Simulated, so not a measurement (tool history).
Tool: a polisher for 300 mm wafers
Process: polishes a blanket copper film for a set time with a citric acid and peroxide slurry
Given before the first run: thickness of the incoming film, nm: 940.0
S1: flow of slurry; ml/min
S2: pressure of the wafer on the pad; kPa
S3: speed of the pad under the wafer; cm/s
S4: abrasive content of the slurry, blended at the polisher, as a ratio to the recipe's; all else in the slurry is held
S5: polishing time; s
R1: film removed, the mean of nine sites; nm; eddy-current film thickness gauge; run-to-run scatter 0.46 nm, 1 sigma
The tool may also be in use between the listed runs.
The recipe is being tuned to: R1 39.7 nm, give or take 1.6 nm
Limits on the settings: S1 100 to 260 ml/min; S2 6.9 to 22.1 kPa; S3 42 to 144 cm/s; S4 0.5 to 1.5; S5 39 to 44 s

Run 1, day 0: S1 165 ml/min, S2 14.5 kPa, S3 92 cm/s, S4 1, S5 44 s. Result: R1 59.303 nm.
Run 2, day 0.312: S1 165 ml/min, S2 14.5 kPa, S3 92 cm/s, S4 1.2, S5 44 s. Result: R1 60.654 nm.
Run 3, day 0.508: S1 165 ml/min, S2 17.9 kPa, S3 92 cm/s, S4 1.2, S5 44 s. Result: R1 74.297 nm.
Run 4, day 0.871: S1 145 ml/min, S2 17.9 kPa, S3 92 cm/s, S4 1.2, S5 44 s. Result: R1 72.399 nm.
Run 5, day 0.946: S1 165 ml/min, S2 17.9 kPa, S3 92 cm/s, S4 1.2, S5 44 s. Result: R1 74.171 nm.
Run 6, day 1.079: S1 165 ml/min, S2 17.9 kPa, S3 92 cm/s, S4 1, S5 44 s. Result: R1 72.456 nm.
Run 7, day 1.333: S1 165 ml/min, S2 16.5 kPa, S3 92 cm/s, S4 1, S5 44 s. Result: R1 65.78 nm.
Run 8, day 1.542: S1 165 ml/min, S2 15.2 kPa, S3 92 cm/s, S4 1, S5 44 s. Result: R1 61.765 nm.
Run 9, day 1.917: S1 165 ml/min, S2 14.5 kPa, S3 92 cm/s, S4 1, S5 44 s. Result: R1 58.07 nm.
Run 10, day 2.033: S1 165 ml/min, S2 13.8 kPa, S3 92 cm/s, S4 1, S5 44 s. Result: R1 55.21 nm.
Run 11, day 2.271: S1 160 ml/min, S2 13.1 kPa, S3 92 cm/s, S4 1, S5 44 s. Result: R1 53.6 nm.
Run 12, day 2.646: S1 160 ml/min, S2 12.4 kPa, S3 92 cm/s, S4 1, S5 44 s. Result: R1 49.406 nm.
Run 13, day 2.883: S1 160 ml/min, S2 12.4 kPa, S3 92 cm/s, S4 1, S5 44 s. Result: R1 50.733 nm.
Run 14, day 3.104: S1 155 ml/min, S2 11.7 kPa, S3 92 cm/s, S4 1, S5 44 s. Result: R1 47.728 nm.
Run 15, day 3.217: S1 150 ml/min, S2 11.7 kPa, S3 92 cm/s, S4 1, S5 44 s. Result: R1 46.507 nm.
Run 16, day 3.417: S1 145 ml/min, S2 11.7 kPa, S3 92 cm/s, S4 1, S5 44 s. Result: R1 47.167 nm.

Which single option among these 5 for the next run brings every result within its allowed miss of target? Just one does.
Run A, day 3.617: S1 120 ml/min, S2 11.7 kPa, S3 104 cm/s, S4 1.15, S5 44 s. Result: R1 ?.
Run B, day 3.617: S1 100 ml/min, S2 14.5 kPa, S3 82 cm/s, S4 0.75, S5 42 s. Result: R1 ?.
Run C, day 3.617: S1 115 ml/min, S2 14.5 kPa, S3 110 cm/s, S4 1.05, S5 42 s. Result: R1 ?.
Run D, day 3.617: S1 100 ml/min, S2 15.2 kPa, S3 62 cm/s, S4 1, S5 42 s. Result: R1 ?.
Run E, day 3.617: S1 155 ml/min, S2 13.8 kPa, S3 98 cm/s, S4 1.1, S5 44 s. Result: R1 ?.

move      R1
   A  49.857
   B   42.84
   C  59.061
   D  39.326
   E  58.414
A: lands further from the targets than the last run did
B: closes in on the targets versus the last run, not all within tolerance yet
C: lands further from the targets than the last run did
D: hits every target within its allowed miss
E: lands further from the targets than the last run did
Go with D: it meets all targets.
